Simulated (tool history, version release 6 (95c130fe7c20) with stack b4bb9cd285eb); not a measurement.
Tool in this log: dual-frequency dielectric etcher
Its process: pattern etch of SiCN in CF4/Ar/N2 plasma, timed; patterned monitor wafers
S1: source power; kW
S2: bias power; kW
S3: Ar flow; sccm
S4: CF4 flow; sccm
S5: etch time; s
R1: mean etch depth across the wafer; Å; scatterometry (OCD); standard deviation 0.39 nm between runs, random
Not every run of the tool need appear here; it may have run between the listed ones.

run	hour	S1	S2	S3	S4	S5	R1
1	0.0	0.410	0.068	100	46	207.0	1496.7
2	3.3	0.410	0.068	100	46	207.0	1505.4
3	9.7	0.380	0.066	101	46	207.0	1411.2
4	13.9	0.350	0.062	103	46	207.0	1302.2
5	18.9	0.330	0.060	104	46	207.0	1238.9
6	24.1	0.400	0.060	104	46	207.0	1403.4
7	26.9	0.370	0.058	105	46	207.0	1310.6
8	31.1	0.340	0.057	105	46	207.0	1244.8
9	34.0	0.320	0.056	106	46	207.0	1186.3
10	40.1	0.310	0.055	106	46	207.0	1149.4
11	42.0	0.300	0.055	106	46	207.0	1127.8
12	50.4	0.290	0.055	106	46	207.0	1104.8
13	58.3	0.280	0.055	106	46	207.0	1081.4

The next listed run, before its measurement:
14	66.5	0.270	0.055	106	46	207.0	?

R1: 1060.7 Å
